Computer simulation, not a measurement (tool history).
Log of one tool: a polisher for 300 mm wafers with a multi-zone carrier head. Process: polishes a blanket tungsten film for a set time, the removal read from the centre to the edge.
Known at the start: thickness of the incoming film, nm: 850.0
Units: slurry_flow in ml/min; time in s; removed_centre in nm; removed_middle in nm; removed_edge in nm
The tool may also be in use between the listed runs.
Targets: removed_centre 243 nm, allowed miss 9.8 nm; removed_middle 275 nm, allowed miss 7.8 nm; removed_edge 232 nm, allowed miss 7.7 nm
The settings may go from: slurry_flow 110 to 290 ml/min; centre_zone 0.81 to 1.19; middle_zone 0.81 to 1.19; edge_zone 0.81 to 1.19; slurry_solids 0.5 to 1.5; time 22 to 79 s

run,hour,slurry_flow,centre_zone,middle_zone,edge_zone,slurry_solids,time,removed_centre,removed_middle,removed_edge
1,0,185,1,1,1,1,50,339.63,340.09,347.48
2,0.6,155,1,1,1,1,50,323.24,326.61,338.93
3,2.5,155,1,1,1.08,1,50,325.4,332.2,348.28
4,4,160,1,1.03,1.06,0.9,48,311.95,315.25,321.4
5,10.1,160,0.93,1.03,1.06,0.9,48,290.29,318.99,316.87
6,16.7,160,0.93,1.05,1.04,0.85,47,274.42,308.17,307.33
7,23.7,160,0.93,1.05,1.04,0.85,47,269.11,306.26,310.7
8,24.2,180,0.94,1.07,1.04,0.85,44,264.27,296.48,297.4
9,26.3,170,0.96,1.09,1.01,0.8,44,264.02,293.08,275.55
10,33.7,165,0.96,1.1,0.99,0.8,44,260.67,291.19,268.21
11,38.4,125,0.96,1.12,0.89,0.7,44,224.12,265.27,236.85
12,46.5,130,0.97,1.12,0.88,0.7,44,235.81,266.86,239.34
13,49,130,0.97,1.13,0.87,0.7,44,233.79,272.72,232.09
14,51.1,130,0.97,1.13,0.87,0.7,44,232.09,272.53,239.06
15,58.5,140,1.02,1.14,0.81,0.65,44,241.65,268.13,225.66

Which of these 4 next moves meets every target?
A,65.9,160,0.99,1.14,0.84,0.65,44,?,?,?
B,65.9,155,1.1,1.15,0.87,0.6,43,?,?,?
C,65.9,215,1.01,1.1,0.9,0.55,44,?,?,?
D,65.9,155,1.02,1.1,0.89,0.65,43,?,?,?

move,removed_centre,removed_middle,removed_edge
A,241.44,275.94,232.57
B,250.94,259.9,221.37
C,240.44,259.57,229.82
D,241.29,259.75,232.3
A: meets every target
B: further off than the last run
C: further off than the last run
D: further off than the last run
Answer: A

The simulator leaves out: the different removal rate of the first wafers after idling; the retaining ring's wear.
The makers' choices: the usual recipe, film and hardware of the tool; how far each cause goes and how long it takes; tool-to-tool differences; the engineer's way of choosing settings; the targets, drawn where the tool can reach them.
